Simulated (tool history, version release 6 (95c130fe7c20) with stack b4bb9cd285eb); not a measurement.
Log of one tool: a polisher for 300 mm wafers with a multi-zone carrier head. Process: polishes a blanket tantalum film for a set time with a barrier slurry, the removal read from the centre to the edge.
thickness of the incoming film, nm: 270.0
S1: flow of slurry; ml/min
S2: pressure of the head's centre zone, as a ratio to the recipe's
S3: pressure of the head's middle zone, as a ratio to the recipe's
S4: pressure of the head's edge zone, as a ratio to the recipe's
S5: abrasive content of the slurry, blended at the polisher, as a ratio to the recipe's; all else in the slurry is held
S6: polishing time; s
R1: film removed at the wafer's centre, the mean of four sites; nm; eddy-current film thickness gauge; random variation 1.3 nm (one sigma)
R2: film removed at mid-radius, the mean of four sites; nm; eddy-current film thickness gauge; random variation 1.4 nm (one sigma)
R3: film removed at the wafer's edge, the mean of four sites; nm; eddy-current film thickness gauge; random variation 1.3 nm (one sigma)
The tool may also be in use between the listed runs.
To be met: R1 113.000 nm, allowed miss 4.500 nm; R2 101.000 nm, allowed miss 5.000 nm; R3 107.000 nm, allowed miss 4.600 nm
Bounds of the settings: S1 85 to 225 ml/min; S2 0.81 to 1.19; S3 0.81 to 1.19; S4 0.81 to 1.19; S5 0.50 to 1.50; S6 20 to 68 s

Run 1, hour 0.0: S1 145 ml/min, S2 1.00, S3 1.00, S4 1.00, S5 1.00, S6 44 s. Result: R1 81.268 nm, R2 81.895 nm, R3 81.864 nm.
Run 2, hour 2.6: S1 150 ml/min, S2 1.02, S3 1.00, S4 1.03, S5 1.10, S6 44 s. Result: R1 85.221 nm, R2 84.856 nm, R3 83.935 nm.
Run 3, hour 9.7: S1 150 ml/min, S2 1.02, S3 1.00, S4 1.06, S5 1.10, S6 44 s. Result: R1 86.662 nm, R2 86.047 nm, R3 84.345 nm.
Run 4, hour 13.5: S1 150 ml/min, S2 1.02, S3 0.97, S4 1.06, S5 1.20, S6 46 s. Result: R1 92.180 nm, R2 91.672 nm, R3 93.251 nm.
Run 5, hour 16.2: S1 155 ml/min, S2 1.04, S3 0.95, S4 1.07, S5 1.25, S6 46 s. Result: R1 94.685 nm, R2 90.034 nm, R3 93.066 nm.
Run 6, hour 20.3: S1 155 ml/min, S2 1.04, S3 0.95, S4 1.12, S5 1.25, S6 46 s. Result: R1 93.778 nm, R2 92.315 nm, R3 97.004 nm.
Run 7, hour 23.4: S1 160 ml/min, S2 1.06, S3 0.95, S4 1.13, S5 1.30, S6 46 s. Result: R1 99.542 nm, R2 91.964 nm, R3 98.999 nm.
Run 8, hour 28.5: S1 165 ml/min, S2 1.07, S3 0.96, S4 1.14, S5 1.30, S6 46 s. Result: R1 98.580 nm, R2 92.663 nm, R3 100.490 nm.
Run 9, hour 35.5: S1 170 ml/min, S2 1.09, S3 0.97, S4 1.13, S5 1.35, S6 46 s. Result: R1 101.620 nm, R2 95.414 nm, R3 100.180 nm.
Run 10, hour 38.5: S1 175 ml/min, S2 1.11, S3 0.97, S4 1.14, S5 1.40, S6 46 s. Result: R1 104.220 nm, R2 96.435 nm, R3 99.489 nm.

4 next moves are on the table. One of them brings every result within its allowed miss. Which?
Run A, hour 41.5: S1 195 ml/min, S2 1.09, S3 0.98, S4 1.12, S5 1.35, S6 54 s. Result: R1 ?, R2 ?, R3 ?.
Run B, hour 41.5: S1 170 ml/min, S2 1.07, S3 0.90, S4 1.19, S5 1.40, S6 51 s. Result: R1 ?, R2 ?, R3 ?.
Run C, hour 41.5: S1 180 ml/min, S2 1.11, S3 0.95, S4 1.14, S5 1.50, S6 48 s. Result: R1 ?, R2 ?, R3 ?.
Run D, hour 41.5: S1 145 ml/min, S2 1.17, S3 0.84, S4 1.02, S5 1.35, S6 48 s. Result: R1 ?, R2 ?, R3 ?.

move       R1       R2       R3
   A  124.750  113.790  122.140
   B  113.640  100.230  118.050
   C  113.740  100.070  111.010
   D  111.570   86.829   99.693
A: takes the result that was furthest off past its target
B: brings the result that was furthest off to its target, and leaves another outside
C: meets every target
D: brings the result that was furthest off to its target, and leaves another outside
Answer: C

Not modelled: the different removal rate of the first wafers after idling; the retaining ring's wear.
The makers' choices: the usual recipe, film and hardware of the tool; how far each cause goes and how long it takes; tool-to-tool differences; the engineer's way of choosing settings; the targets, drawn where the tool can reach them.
